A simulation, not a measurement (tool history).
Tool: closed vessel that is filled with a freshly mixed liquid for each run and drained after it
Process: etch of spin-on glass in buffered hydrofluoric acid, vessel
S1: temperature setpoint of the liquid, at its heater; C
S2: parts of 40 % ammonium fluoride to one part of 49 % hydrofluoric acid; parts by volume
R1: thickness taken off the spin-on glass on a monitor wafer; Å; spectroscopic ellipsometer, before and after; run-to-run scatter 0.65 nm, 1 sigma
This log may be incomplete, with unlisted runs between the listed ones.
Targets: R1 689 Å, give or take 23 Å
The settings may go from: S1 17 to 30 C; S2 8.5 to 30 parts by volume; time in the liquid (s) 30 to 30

run 1 day=0 | S1=22 S2=23.5 time_in_the_liquid_(s)=30 | R1=307.46
run 2 day=0.162 | S1=22 S2=23.5 time_in_the_liquid_(s)=30 | R1=312.56
run 3 day=0.221 | S1=24 S2=23.5 time_in_the_liquid_(s)=30 | R1=346.01
run 4 day=0.525 | S1=26 S2=19.5 time_in_the_liquid_(s)=30 | R1=444.02
run 5 day=0.675 | S1=27.5 S2=17.5 time_in_the_liquid_(s)=30 | R1=527.34
run 6 day=0.762 | S1=27.5 S2=17.5 time_in_the_liquid_(s)=30 | R1=535.61
run 7 day=1.067 | S1=27.5 S2=17.5 time_in_the_liquid_(s)=30 | R1=533.37
run 8 day=1.375 | S1=30 S2=13 time_in_the_liquid_(s)=30 | R1=809.99
run 9 day=1.688 | S1=29.5 S2=13 time_in_the_liquid_(s)=30 | R1=789.87
run 10 day=2.004 | S1=26.5 S2=13.5 time_in_the_liquid_(s)=30 | R1=641.74

Below are 4 possible settings for the next run. Only one of them brings all results inside the allowed miss of their targets. Which is it?
run A day=2.321 | S1=22.5 S2=12.5 time_in_the_liquid_(s)=30 | R1=?
run B day=2.321 | S1=24.5 S2=11.5 time_in_the_liquid_(s)=30 | R1=?
run C day=2.321 | S1=26 S2=14.5 time_in_the_liquid_(s)=30 | R1=?
run D day=2.321 | S1=23 S2=11.5 time_in_the_liquid_(s)=30 | R1=?

move=A R1=572.21
move=B R1=692.62
move=C R1=598.72
move=D R1=638.12
A: its largest miss is bigger than the last run's
B: each result inside its tolerance
C: its largest miss is bigger than the last run's
D: its largest miss is bigger than the last run's
So the answer is move B, the one that meets all the targets.

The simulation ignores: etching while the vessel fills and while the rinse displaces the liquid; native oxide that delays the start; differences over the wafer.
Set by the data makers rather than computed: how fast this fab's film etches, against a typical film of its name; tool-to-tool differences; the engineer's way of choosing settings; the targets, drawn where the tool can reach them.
